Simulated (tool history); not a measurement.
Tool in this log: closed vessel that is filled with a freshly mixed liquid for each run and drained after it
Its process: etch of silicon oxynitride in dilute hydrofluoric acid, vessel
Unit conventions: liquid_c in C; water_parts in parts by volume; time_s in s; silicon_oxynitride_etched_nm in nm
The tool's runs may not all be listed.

run,hour,liquid_c,water_parts,time_s,silicon_oxynitride_etched_nm
1,0.0,25.0,235,3070,31.087
2,7.6,22.5,265,3070,24.026
3,15.0,22.5,225,3070,29.075
4,17.3,21.0,260,3070,23.161
5,19.5,20.0,285,3070,19.712
6,23.8,20.0,285,3275,21.234

Forecast run 7:
7,26.2,19.0,305,3275,?

silicon_oxynitride_etched_nm: 18.574 nm
